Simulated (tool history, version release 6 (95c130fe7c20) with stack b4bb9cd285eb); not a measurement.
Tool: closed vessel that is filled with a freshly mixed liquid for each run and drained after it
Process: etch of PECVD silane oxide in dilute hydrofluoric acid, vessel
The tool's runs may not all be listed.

| run | hour | temperature setpoint of the liquid (C) | parts of water to one part of 49 % hydrofluoric acid (parts by volume) | time in the liquid (s) | thickness taken off the PECVD silane oxide on a monitor wafer (nm) |
|---|---|---|---|---|---|
| 1 | 0.0 | 26.0 | 190 | 40 | 3.7668 |
| 2 | 4.5 | 24.0 | 195 | 40 | 3.3976 |
| 3 | 7.7 | 24.0 | 165 | 40 | 4.1871 |
| 4 | 14.5 | 22.5 | 180 | 40 | 3.5313 |
| 5 | 21.3 | 21.5 | 190 | 40 | 3.1924 |
| 6 | 28.8 | 21.5 | 190 | 40 | 3.1771 |
| 7 | 35.3 | 20.5 | 195 | 40 | 2.9988 |
| 8 | 37.8 | 20.0 | 200 | 40 | 2.8212 |
| 9 | 40.8 | 19.5 | 205 | 40 | 2.7081 |
| 10 | 44.1 | 19.5 | 205 | 40 | 2.6984 |

What will run 11 give?
| 11 | 51.4 | 19.0 | 210 | 40 | ? |

thickness taken off the PECVD silane oxide on a monitor wafer (nm): 2.5636
